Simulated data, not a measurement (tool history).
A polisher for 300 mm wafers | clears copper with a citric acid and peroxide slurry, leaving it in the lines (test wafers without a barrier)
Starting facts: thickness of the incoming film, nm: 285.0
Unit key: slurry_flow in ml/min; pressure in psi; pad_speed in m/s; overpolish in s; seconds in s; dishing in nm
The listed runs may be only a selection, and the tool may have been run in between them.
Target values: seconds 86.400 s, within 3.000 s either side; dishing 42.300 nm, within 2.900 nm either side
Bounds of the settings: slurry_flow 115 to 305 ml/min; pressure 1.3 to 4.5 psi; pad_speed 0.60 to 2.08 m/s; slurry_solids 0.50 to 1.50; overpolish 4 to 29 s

Run 1, hour 0.0: slurry_flow 195 ml/min, pressure 2.9 psi, pad_speed 1.34 m/s, slurry_solids 1.00, overpolish 15 s. Result: seconds 90.651 s, dishing 27.932 nm.
Run 2, hour 1.0: slurry_flow 195 ml/min, pressure 2.9 psi, pad_speed 1.64 m/s, slurry_solids 1.00, overpolish 15 s. Result: seconds 79.465 s, dishing 31.554 nm.
Run 3, hour 6.4: slurry_flow 190 ml/min, pressure 2.8 psi, pad_speed 1.64 m/s, slurry_solids 1.00, overpolish 17 s. Result: seconds 81.209 s, dishing 33.783 nm.
Run 4, hour 13.7: slurry_flow 190 ml/min, pressure 2.8 psi, pad_speed 1.90 m/s, slurry_solids 1.00, overpolish 17 s. Result: seconds 74.410 s, dishing 35.500 nm.
Run 5, hour 15.9: slurry_flow 185 ml/min, pressure 2.7 psi, pad_speed 1.88 m/s, slurry_solids 1.00, overpolish 19 s. Result: seconds 75.723 s, dishing 35.655 nm.
Run 6, hour 16.4: slurry_flow 185 ml/min, pressure 2.6 psi, pad_speed 1.84 m/s, slurry_solids 1.00, overpolish 22 s. Result: seconds 81.286 s, dishing 40.626 nm.
Run 7, hour 23.1: slurry_flow 185 ml/min, pressure 2.6 psi, pad_speed 1.84 m/s, slurry_solids 1.00, overpolish 23 s. Result: seconds 79.425 s, dishing 40.980 nm.
Run 8, hour 24.9: slurry_flow 180 ml/min, pressure 2.5 psi, pad_speed 1.84 m/s, slurry_solids 1.00, overpolish 24 s. Result: seconds 83.598 s, dishing 40.570 nm.
At hour 26.4: slurry nozzle cleaned.
Run 9, hour 26.4: slurry_flow 180 ml/min, pressure 2.5 psi, pad_speed 1.84 m/s, slurry_solids 1.00, overpolish 25 s. Result: seconds 79.498 s, dishing 43.123 nm.
Run 10, hour 31.3: slurry_flow 180 ml/min, pressure 2.4 psi, pad_speed 1.84 m/s, slurry_solids 1.00, overpolish 26 s. Result: seconds 81.208 s, dishing 41.637 nm.
Run 11, hour 32.4: slurry_flow 175 ml/min, pressure 2.4 psi, pad_speed 1.82 m/s, slurry_solids 1.00, overpolish 27 s. Result: seconds 80.840 s, dishing 43.690 nm.

Consider the 5 candidate settings below. Which is the only one whose results all fall within their allowed miss of target?
Run A, hour 33.5: slurry_flow 120 ml/min, pressure 2.9 psi, pad_speed 1.98 m/s, slurry_solids 0.85, overpolish 21 s. Result: seconds ?, dishing ?.
Run B, hour 33.5: slurry_flow 165 ml/min, pressure 2.8 psi, pad_speed 1.98 m/s, slurry_solids 0.90, overpolish 21 s. Result: seconds ?, dishing ?.
Run C, hour 33.5: slurry_flow 125 ml/min, pressure 2.5 psi, pad_speed 1.70 m/s, slurry_solids 1.00, overpolish 26 s. Result: seconds ?, dishing ?.
Run D, hour 33.5: slurry_flow 175 ml/min, pressure 2.6 psi, pad_speed 1.68 m/s, slurry_solids 1.10, overpolish 25 s. Result: seconds ?, dishing ?.
Run E, hour 33.5: slurry_flow 155 ml/min, pressure 2.7 psi, pad_speed 1.98 m/s, slurry_solids 0.90, overpolish 24 s. Result: seconds ?, dishing ?.

move  seconds  dishing
   A   72.928   41.755
   B   71.334   42.254
   C   85.427   42.821
   D   79.113   43.969
   E   73.617   44.931
A: its largest miss is bigger than the last run's
B: its largest miss is bigger than the last run's
C: meets every target
D: its largest miss is bigger than the last run's
E: its largest miss is bigger than the last run's
Go with C: it meets all targets.
